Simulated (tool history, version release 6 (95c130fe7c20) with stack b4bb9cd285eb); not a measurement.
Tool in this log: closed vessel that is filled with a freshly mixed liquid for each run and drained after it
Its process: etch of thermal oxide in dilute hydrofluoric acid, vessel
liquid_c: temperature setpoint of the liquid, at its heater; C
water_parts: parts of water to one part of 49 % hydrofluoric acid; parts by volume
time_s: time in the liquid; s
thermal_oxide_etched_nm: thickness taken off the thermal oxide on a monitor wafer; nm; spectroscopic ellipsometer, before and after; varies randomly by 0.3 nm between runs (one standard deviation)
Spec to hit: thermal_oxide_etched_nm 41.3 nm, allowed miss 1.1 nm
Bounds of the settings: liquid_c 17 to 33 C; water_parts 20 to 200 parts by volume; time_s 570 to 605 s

run  hour  liquid_c  water_parts  time_s  thermal_oxide_etched_nm
  1     0        25          110     570                   24.592
  2   3.7      26.5          105     570                   27.373
  3   4.2      26.5          130     570                   21.452
  4  11.2      27.5          120     570                     24.4
  5  14.7      28.5          115     570                   26.458
  6  19.5      28.5          115     570                   26.915
  7  24.6      29.5          110     570                   29.228
  8  29.5        30          105     570                   31.108
  9  37.6      30.5          100     570                   33.523
 10  43.9        31          100     570                   34.162

Exercise: of the 5 proposed moves below, exactly one satisfies all targets within the stated allowed misses. Which move is it?
  A  50.2      30.5           90     575                        ?
  B  50.2        33           95     595                        ?
  C  50.2        30           80     605                        ?
  D  50.2      32.5          100     570                        ?
  E  50.2      25.5          105     570                        ?

move  thermal_oxide_etched_nm
   A                   38.733
   B                   41.356
   C                   45.648
   D                   36.676
   E                   26.631
A: moves toward the targets from the last run without getting all of them in spec
B: every result lands within tolerance
C: takes the result that was furthest off past its target
D: moves toward the targets from the last run without getting all of them in spec
E: moves away from the targets compared with the last run
The move that meets every target is B.

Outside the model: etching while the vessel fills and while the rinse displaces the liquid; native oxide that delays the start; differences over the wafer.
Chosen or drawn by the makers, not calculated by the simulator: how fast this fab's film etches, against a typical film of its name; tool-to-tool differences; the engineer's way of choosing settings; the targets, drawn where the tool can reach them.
